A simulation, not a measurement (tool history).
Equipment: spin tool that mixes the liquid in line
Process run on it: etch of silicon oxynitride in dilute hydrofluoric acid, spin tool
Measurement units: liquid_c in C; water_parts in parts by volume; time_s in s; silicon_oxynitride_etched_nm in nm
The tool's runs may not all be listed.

| run | hour | liquid_c | water_parts | time_s | silicon_oxynitride_etched_nm |
|---|---|---|---|---|---|
| 1 | 0 | 25 | 150 | 35 | 0.38745 |
| 2 | 2.6 | 22.5 | 150 | 35 | 0.35452 |
| 3 | 6.3 | 22.5 | 110 | 35 | 0.48582 |
| 4 | 11.1 | 19.5 | 110 | 35 | 0.42292 |
| 5 | 16.1 | 19.5 | 80 | 35 | 0.59165 |
| 6 | 20.5 | 19.5 | 130 | 35 | 0.35989 |
| 7 | 27.8 | 23.5 | 70 | 35 | 0.81479 |
| 8 | 29.5 | 24.5 | 70 | 35 | 0.8583 |
| 9 | 32.1 | 25 | 70 | 35 | 0.89375 |
| 10 | 37.5 | 25.5 | 70 | 35 | 0.90502 |
| 11 | 39.1 | 26 | 70 | 35 | 0.92377 |
| 12 | 44.8 | 26.5 | 70 | 35 | 0.9451 |
| 13 | 48.7 | 27 | 70 | 35 | 0.99064 |
| 14 | 52.4 | 27.5 | 70 | 35 | 0.99781 |
| 15 | 55.6 | 28 | 70 | 35 | 1.0102 |
| 16 | 60.1 | 28.5 | 70 | 35 | 1.0564 |

Run 17 has not been measured yet. What should we expect?
| 17 | 66.9 | 28.5 | 70 | 35 | ? |

silicon_oxynitride_etched_nm: 1.0439 nm

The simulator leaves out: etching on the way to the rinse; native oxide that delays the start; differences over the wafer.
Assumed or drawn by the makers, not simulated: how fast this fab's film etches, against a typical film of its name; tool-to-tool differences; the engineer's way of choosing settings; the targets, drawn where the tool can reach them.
